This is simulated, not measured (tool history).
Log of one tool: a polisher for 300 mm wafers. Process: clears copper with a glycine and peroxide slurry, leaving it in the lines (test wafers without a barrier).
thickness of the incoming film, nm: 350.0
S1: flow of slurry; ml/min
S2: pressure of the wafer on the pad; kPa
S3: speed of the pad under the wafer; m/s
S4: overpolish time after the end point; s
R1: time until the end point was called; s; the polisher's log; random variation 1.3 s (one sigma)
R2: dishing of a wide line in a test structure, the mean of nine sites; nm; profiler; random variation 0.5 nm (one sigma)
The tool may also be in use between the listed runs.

run	hour	S1	S2	S3	S4	R1	R2
1	0.0	155	11.0	1.18	16	77.827	30.820
2	1.6	155	11.0	1.30	16	74.455	34.642
3	7.5	155	11.0	1.28	15	73.670	32.470
4	11.0	155	11.0	1.28	18	73.612	36.071
5	18.1	155	11.0	1.16	18	77.791	34.723
6	26.3	155	11.0	1.42	18	68.921	37.914
7	29.8	160	11.0	1.40	17	68.566	34.388
# hour 35.6: slurry nozzle cleaned
8	35.6	165	10.3	1.40	16	69.578	33.461

Forecast run 9:
9	37.6	165	9.7	1.40	15	?	?

Run 9 gave R1 70.466 s, R2 32.865 nm.
